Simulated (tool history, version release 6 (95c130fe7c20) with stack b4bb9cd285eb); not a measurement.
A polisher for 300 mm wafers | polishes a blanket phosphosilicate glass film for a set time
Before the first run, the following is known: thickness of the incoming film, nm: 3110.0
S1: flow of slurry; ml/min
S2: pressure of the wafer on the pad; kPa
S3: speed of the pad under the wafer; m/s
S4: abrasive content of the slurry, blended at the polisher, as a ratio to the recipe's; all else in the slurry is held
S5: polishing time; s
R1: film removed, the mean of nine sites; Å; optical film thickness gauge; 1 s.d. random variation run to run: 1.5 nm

Run 1, hour 0.0: S1 185 ml/min, S2 14.5 kPa, S3 1.04 m/s, S4 1.0, S5 37 s. Result: R1 2192.9 Å.
Run 2, hour 5.9: S1 185 ml/min, S2 12.4 kPa, S3 1.02 m/s, S4 1.0, S5 37 s. Result: R1 1883.0 Å.
Run 3, hour 7.9: S1 185 ml/min, S2 12.4 kPa, S3 1.12 m/s, S4 1.0, S5 37 s. Result: R1 2033.3 Å.
Run 4, hour 16.0: S1 185 ml/min, S2 11.0 kPa, S3 1.08 m/s, S4 1.0, S5 37 s. Result: R1 1779.2 Å.
Run 5, hour 23.4: S1 185 ml/min, S2 9.7 kPa, S3 1.08 m/s, S4 1.0, S5 37 s. Result: R1 1540.9 Å.
Run 6, hour 26.4: S1 220 ml/min, S2 9.7 kPa, S3 1.08 m/s, S4 1.0, S5 37 s. Result: R1 1568.4 Å.
Run 7, hour 27.5: S1 220 ml/min, S2 9.0 kPa, S3 1.08 m/s, S4 1.0, S5 37 s. Result: R1 1460.3 Å.

For run 8, what comes out?
Run 8, hour 33.5: S1 220 ml/min, S2 8.3 kPa, S3 1.08 m/s, S4 1.0, S5 37 s. Result: R1 ?.

Run 8 yielded R1 1357.1 Å.
